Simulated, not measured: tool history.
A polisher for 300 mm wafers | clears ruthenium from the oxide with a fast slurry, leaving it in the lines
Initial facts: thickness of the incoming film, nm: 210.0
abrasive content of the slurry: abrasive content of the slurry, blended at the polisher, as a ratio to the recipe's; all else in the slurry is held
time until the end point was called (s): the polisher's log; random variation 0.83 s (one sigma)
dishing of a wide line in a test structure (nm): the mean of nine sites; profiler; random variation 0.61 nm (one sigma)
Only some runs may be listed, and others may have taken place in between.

| run | hour | flow of slurry (ml/min) | pressure of the wafer on the pad (kPa) | speed of the pad under the wafer (cm/s) | abrasive content of the slurry | overpolish time after the end point (s) | time until the end point was called (s) | dishing of a wide line in a test structure (nm) |
|---|---|---|---|---|---|---|---|---|
| 1 | 0.0 | 300 | 23.4 | 120 | 1.00 | 27 | 29.411 | 94.688 |
| 2 | 1.8 | 250 | 23.4 | 120 | 1.00 | 27 | 30.135 | 92.518 |
| 3 | 7.4 | 240 | 22.8 | 118 | 1.00 | 24 | 32.890 | 84.304 |
| 4 | 16.0 | 230 | 22.1 | 118 | 1.00 | 22 | 32.905 | 78.267 |
| 5 | 23.8 | 230 | 21.4 | 118 | 1.00 | 20 | 33.907 | 73.195 |
| 6 | 26.6 | 230 | 21.4 | 118 | 1.20 | 20 | 30.651 | 77.493 |
| 7 | 30.5 | 230 | 20.0 | 118 | 1.20 | 19 | 32.300 | 73.069 |
| 8 | 35.6 | 230 | 18.6 | 118 | 1.20 | 18 | 34.167 | 66.254 |
| 9 | 41.1 | 230 | 17.9 | 118 | 1.20 | 18 | 35.708 | 64.806 |
| 10 | 42.5 | 230 | 13.1 | 116 | 1.20 | 10 | 48.217 | 31.834 |
| 11 | 47.8 | 220 | 19.3 | 96 | 1.15 | 17 | 38.349 | 57.173 |
|  | 50.5 | slurry nozzle cleaned |
| 12 | 50.5 | 225 | 19.3 | 96 | 1.15 | 17 | 38.959 | 58.248 |
| 13 | 51.8 | 225 | 16.5 | 94 | 1.15 | 13 | 45.347 | 41.981 |
| 14 | 53.9 | 220 | 16.5 | 92 | 1.15 | 13 | 45.592 | 41.375 |
| 15 | 54.5 | 215 | 16.5 | 90 | 1.15 | 14 | 48.468 | 43.163 |

Run 16 has not been measured yet. What should we expect?
| 16 | 59.2 | 210 | 17.2 | 90 | 1.15 | 14 | ? | ? |

time until the end point was called (s): 45.308
dishing of a wide line in a test structure (nm): 44.546

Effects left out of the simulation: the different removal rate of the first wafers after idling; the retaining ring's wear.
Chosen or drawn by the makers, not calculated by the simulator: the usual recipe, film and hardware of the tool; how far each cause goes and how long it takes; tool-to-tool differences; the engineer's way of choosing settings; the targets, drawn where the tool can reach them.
